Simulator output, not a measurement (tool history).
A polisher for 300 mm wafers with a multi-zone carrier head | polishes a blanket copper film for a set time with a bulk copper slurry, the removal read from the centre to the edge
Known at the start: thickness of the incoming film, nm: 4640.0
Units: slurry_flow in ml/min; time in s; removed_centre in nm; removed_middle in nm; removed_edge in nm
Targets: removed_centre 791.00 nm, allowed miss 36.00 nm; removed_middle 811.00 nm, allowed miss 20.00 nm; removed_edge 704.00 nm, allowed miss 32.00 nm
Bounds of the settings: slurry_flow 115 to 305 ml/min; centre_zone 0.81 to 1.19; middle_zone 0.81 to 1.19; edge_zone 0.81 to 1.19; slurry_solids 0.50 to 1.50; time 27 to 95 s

run,day,slurry_flow,centre_zone,middle_zone,edge_zone,slurry_solids,time,removed_centre,removed_middle,removed_edge
1,0.000,195,1.00,1.00,1.00,1.00,61,689.47,644.72,657.97
2,0.050,205,1.01,1.03,1.00,1.00,61,693.42,656.43,638.59
3,0.175,205,0.96,1.03,1.00,1.00,61,674.43,664.10,660.13
4,0.233,185,0.96,1.03,1.00,1.00,61,663.26,657.42,649.49
5,0.317,195,0.97,1.05,1.01,1.05,61,676.74,681.48,665.06
6,0.504,195,0.97,1.05,1.04,1.05,61,677.28,684.49,686.69
7,0.796,195,0.97,1.05,1.04,1.05,61,682.46,681.49,683.01
8,1.054,205,0.99,1.08,1.04,1.10,61,692.31,703.99,686.27
9,1.421,210,1.01,1.10,1.04,1.15,61,731.24,741.27,693.76
10,1.583,210,1.01,1.10,1.04,1.15,61,744.98,730.94,694.74

5 next moves are on the table. One of them brings every result within its allowed miss. Which?
A,1.746,175,1.00,1.05,1.03,0.90,66,?,?,?
B,1.746,145,1.07,1.19,1.00,1.30,63,?,?,?
C,1.746,210,1.10,1.07,1.00,1.30,57,?,?,?
D,1.746,230,1.03,0.99,1.12,1.15,59,?,?,?
E,1.746,180,1.13,0.95,1.07,1.05,59,?,?,?

move,removed_centre,removed_middle,removed_edge
A,694.04,687.21,696.34
B,769.00,793.25,714.68
C,748.31,682.21,667.30
D,707.56,644.91,711.73
E,735.31,591.60,665.57
A: further off than the last run
B: meets every target
C: further off than the last run
D: further off than the last run
E: further off than the last run
Answer: B
